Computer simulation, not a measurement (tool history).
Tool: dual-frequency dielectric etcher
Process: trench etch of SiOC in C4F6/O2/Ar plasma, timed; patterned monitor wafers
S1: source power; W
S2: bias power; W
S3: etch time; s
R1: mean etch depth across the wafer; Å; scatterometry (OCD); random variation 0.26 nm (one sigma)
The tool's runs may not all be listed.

run	hour	S1	S2	S3	R1
1	0	380	209	16.5	357.42
2	1	420	209	16.5	369.73
3	4.3	440	216	16.5	381.5
4	11.3	460	221	16.5	392.15
5	12.2	460	208	16.5	383.01
6	13.1	470	214	16.5	390.4
7	18.4	480	219	16.5	395.21
8	21.6	490	224	16.5	405.88
9	23.3	500	226	16.5	411.03

Run 10 comes next. What will it give?
10	26.8	500	226	16.5	?

Run 10 gave R1 405.75 Å.
